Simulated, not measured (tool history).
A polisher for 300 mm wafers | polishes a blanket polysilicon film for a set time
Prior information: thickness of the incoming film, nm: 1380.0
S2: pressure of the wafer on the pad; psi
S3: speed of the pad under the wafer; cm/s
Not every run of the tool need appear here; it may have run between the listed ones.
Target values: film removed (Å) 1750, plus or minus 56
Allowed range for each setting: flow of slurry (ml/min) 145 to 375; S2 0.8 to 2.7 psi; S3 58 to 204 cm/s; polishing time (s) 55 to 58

{"run": 1, "hour": 0.0, "flow of slurry (ml/min)": 240, "S2": 1.7, "S3": 130, "polishing time (s)": 55, "film removed (Å)": 3677.5}
{"run": 2, "hour": 1.3, "flow of slurry (ml/min)": 240, "S2": 1.4, "S3": 130, "polishing time (s)": 55, "film removed (Å)": 3045.7}
{"run": 3, "hour": 5.0, "flow of slurry (ml/min)": 240, "S2": 1.4, "S3": 130, "polishing time (s)": 55, "film removed (Å)": 3081.8}
{"run": 4, "hour": 8.3, "flow of slurry (ml/min)": 215, "S2": 1.4, "S3": 130, "polishing time (s)": 55, "film removed (Å)": 3044.7}
{"run": 5, "hour": 15.3, "flow of slurry (ml/min)": 260, "S2": 1.4, "S3": 130, "polishing time (s)": 55, "film removed (Å)": 3110.8}
{"run": 6, "hour": 19.9, "flow of slurry (ml/min)": 260, "S2": 1.6, "S3": 130, "polishing time (s)": 55, "film removed (Å)": 3576.3}
{"run": 7, "hour": 27.4, "flow of slurry (ml/min)": 250, "S2": 1.5, "S3": 126, "polishing time (s)": 55, "film removed (Å)": 3154.7}
{"run": 8, "hour": 36.0, "flow of slurry (ml/min)": 250, "S2": 1.4, "S3": 124, "polishing time (s)": 55, "film removed (Å)": 2889}
{"run": 9, "hour": 41.4, "flow of slurry (ml/min)": 250, "S2": 1.3, "S3": 122, "polishing time (s)": 55, "film removed (Å)": 2722.6}
{"run": 10, "hour": 50.4, "flow of slurry (ml/min)": 245, "S2": 1.2, "S3": 120, "polishing time (s)": 55, "film removed (Å)": 2467.6}
{"run": 11, "hour": 56.7, "flow of slurry (ml/min)": 220, "S2": 0.8, "S3": 110, "polishing time (s)": 55, "film removed (Å)": 1522.8}
{"run": 12, "hour": 62.0, "flow of slurry (ml/min)": 235, "S2": 0.8, "S3": 110, "polishing time (s)": 55, "film removed (Å)": 1523.6}

4 next moves are on the table. One of them brings every result within its allowed miss. Which?
{"run": "A", "hour": 67.3, "flow of slurry (ml/min)": 215, "S2": 0.9, "S3": 122, "polishing time (s)": 55, "film removed (Å)": "?"}
{"run": "B", "hour": 67.3, "flow of slurry (ml/min)": 340, "S2": 1, "S3": 96, "polishing time (s)": 57, "film removed (Å)": "?"}
{"run": "C", "hour": 67.3, "flow of slurry (ml/min)": 200, "S2": 1.1, "S3": 100, "polishing time (s)": 55, "film removed (Å)": "?"}
{"run": "D", "hour": 67.3, "flow of slurry (ml/min)": 185, "S2": 0.9, "S3": 124, "polishing time (s)": 57, "film removed (Å)": "?"}

move=A film_removed_(Å)=1871.2
move=B film_removed_(Å)=1776.6
move=C film_removed_(Å)=1852.9
move=D film_removed_(Å)=1934
A: carries the result that was furthest off beyond its target, to the other side
B: all results in spec
C: carries the result that was furthest off beyond its target, to the other side
D: carries the result that was furthest off beyond its target, to the other side
Go with B: it meets all targets.

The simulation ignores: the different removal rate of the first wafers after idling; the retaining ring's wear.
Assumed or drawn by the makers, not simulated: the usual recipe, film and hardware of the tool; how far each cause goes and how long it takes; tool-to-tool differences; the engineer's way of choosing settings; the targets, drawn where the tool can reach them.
